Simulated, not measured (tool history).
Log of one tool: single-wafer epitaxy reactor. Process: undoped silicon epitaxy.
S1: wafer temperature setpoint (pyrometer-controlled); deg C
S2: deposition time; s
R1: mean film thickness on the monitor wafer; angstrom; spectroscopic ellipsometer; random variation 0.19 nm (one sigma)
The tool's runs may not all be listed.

| run | day | S1 | S2 | R1 |
|---|---|---|---|---|
| 1 | 0.000 | 665 | 320 | 688.63 |
| 2 | 0.129 | 673 | 320 | 826.47 |
| 3 | 0.175 | 673 | 296 | 765.09 |
| 4 | 0.338 | 683 | 296 | 957.34 |
| 5 | 0.654 | 676 | 295 | 813.20 |
| 6 | 0.858 | 685 | 295 | 1012.00 |
| 7 | 0.992 | 678 | 294 | 849.96 |
| 8 | 1.212 | 672 | 293 | 731.17 |
| 9 | 1.262 | 668 | 293 | 671.86 |
| 10 | 1.450 | 664 | 293 | 612.90 |

Run 11 comes next. What will it give?
| 11 | 1.792 | 661 | 293 | ? |

Run 11 gave R1 566.59 angstrom.
